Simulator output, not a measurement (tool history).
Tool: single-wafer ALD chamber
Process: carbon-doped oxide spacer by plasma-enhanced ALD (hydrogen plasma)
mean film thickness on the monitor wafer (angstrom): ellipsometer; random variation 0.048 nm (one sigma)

run,hour,heater temperature setpoint (K),number of ALD cycles (cycles),mean film thickness on the monitor wafer (angstrom)
1,0.0,648.15,409,189.50
2,6.0,648.15,434,200.33
3,7.8,648.15,474,218.97
4,14.2,648.15,434,200.50
5,15.5,642.15,434,201.86
6,18.2,642.15,490,225.92
7,23.0,642.15,443,204.09
8,25.7,642.15,412,191.63
9,32.2,642.15,389,180.12
10,37.3,642.15,375,174.91
11,40.5,642.15,365,167.98
12,44.0,642.15,361,166.88

Forecast run 13:
13,50.1,642.15,361,?

Run 13 gave mean film thickness on the monitor wafer (angstrom) 167.74.
